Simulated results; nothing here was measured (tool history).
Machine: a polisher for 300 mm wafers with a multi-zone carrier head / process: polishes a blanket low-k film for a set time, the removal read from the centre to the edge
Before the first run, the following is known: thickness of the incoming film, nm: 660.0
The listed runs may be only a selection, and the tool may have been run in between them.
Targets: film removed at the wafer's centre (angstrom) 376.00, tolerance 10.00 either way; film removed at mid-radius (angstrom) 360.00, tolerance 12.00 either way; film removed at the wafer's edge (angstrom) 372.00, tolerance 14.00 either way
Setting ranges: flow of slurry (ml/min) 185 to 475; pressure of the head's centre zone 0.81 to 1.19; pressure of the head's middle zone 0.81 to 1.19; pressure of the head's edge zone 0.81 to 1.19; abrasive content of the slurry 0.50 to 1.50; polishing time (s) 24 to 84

| run | hour | flow of slurry (ml/min) | pressure of the head's centre zone | pressure of the head's middle zone | pressure of the head's edge zone | abrasive content of the slurry | polishing time (s) | film removed at the wafer's centre (angstrom) | film removed at mid-radius (angstrom) | film removed at the wafer's edge (angstrom) |
|---|---|---|---|---|---|---|---|---|---|---|
| 1 | 0.0 | 305 | 1.00 | 1.00 | 1.00 | 1.00 | 54 | 308.34 | 293.75 | 282.98 |
| 2 | 0.8 | 255 | 1.00 | 1.00 | 1.00 | 1.00 | 54 | 301.99 | 287.57 | 277.42 |
| 3 | 9.0 | 255 | 1.00 | 1.00 | 1.00 | 0.80 | 54 | 275.40 | 255.58 | 259.16 |
| 4 | 11.0 | 185 | 1.00 | 1.00 | 1.00 | 0.80 | 54 | 257.29 | 248.08 | 244.82 |
| 5 | 15.1 | 240 | 1.00 | 1.01 | 1.05 | 0.90 | 55 | 293.98 | 278.49 | 273.96 |
| 6 | 23.7 | 240 | 1.00 | 0.95 | 1.05 | 0.90 | 55 | 288.15 | 262.76 | 277.39 |
| 7 | 25.1 | 275 | 0.99 | 0.96 | 1.09 | 1.00 | 56 | 311.14 | 290.71 | 298.31 |
| 8 | 32.7 | 295 | 0.98 | 0.95 | 1.11 | 1.10 | 57 | 330.19 | 307.97 | 327.36 |
| 9 | 36.5 | 295 | 0.98 | 0.95 | 1.11 | 1.10 | 57 | 331.79 | 303.70 | 329.29 |

Which one of the following 4 next-run settings gets every result inside its allowed miss? There is exactly one.
| A | 40.3 | 275 | 1.00 | 1.00 | 1.13 | 1.25 | 61 | ? | ? | ? |
| B | 40.3 | 320 | 1.15 | 0.92 | 1.11 | 1.15 | 51 | ? | ? | ? |
| C | 40.3 | 240 | 0.95 | 0.84 | 1.03 | 1.20 | 51 | ? | ? | ? |
| D | 40.3 | 285 | 0.85 | 0.90 | 1.19 | 1.20 | 62 | ? | ? | ? |

| move | film removed at the wafer's centre (angstrom) | film removed at mid-radius (angstrom) | film removed at the wafer's edge (angstrom) |
|---|---|---|---|
| A | 370.90 | 352.13 | 364.44 |
| B | 352.09 | 270.52 | 296.69 |
| C | 284.11 | 247.13 | 283.86 |
| D | 316.39 | 324.76 | 376.00 |
A: every result within its allowed miss
B: further off than the last run
C: further off than the last run
D: further off than the last run
Move A is the one to make.
